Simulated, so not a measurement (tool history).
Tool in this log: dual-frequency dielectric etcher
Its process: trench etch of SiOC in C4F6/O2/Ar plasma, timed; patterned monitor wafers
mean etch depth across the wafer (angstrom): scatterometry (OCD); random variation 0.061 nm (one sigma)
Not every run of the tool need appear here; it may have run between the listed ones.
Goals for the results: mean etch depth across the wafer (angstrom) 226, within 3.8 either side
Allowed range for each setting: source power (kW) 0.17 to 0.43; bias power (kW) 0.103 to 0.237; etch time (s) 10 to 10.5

run,hour,source power (kW),bias power (kW),etch time (s),mean etch depth across the wafer (angstrom)
1,0,0.3,0.17,10.5,204.35
2,7.1,0.3,0.17,10,193.93
3,9,0.3,0.17,10,195.44
4,15.2,0.32,0.172,10,200.97
5,19.6,0.32,0.172,10,200.46
6,22,0.34,0.172,10,205.73
7,29.6,0.35,0.173,10,207.52
8,37.3,0.36,0.175,10,210.08
9,41.7,0.37,0.176,10,212.55
10,50.3,0.38,0.177,10,216.37

5 candidate next runs follow, results not yet known. Just one meets every target within its allowed miss. Identify it.
A,58.9,0.38,0.171,10.5,?
B,58.9,0.39,0.168,10,?
C,58.9,0.39,0.155,10,?
D,58.9,0.38,0.193,10.5,?
E,58.9,0.37,0.181,10,?

move,mean etch depth across the wafer (angstrom)
A,224.85
B,215.28
C,210.64
D,232.63
E,215.31
A: hits every target within its allowed miss
B: its largest miss is bigger than the last run's
C: its largest miss is bigger than the last run's
D: pushes the last run's worst result past its target
E: its largest miss is bigger than the last run's
Go with A: it meets all targets.
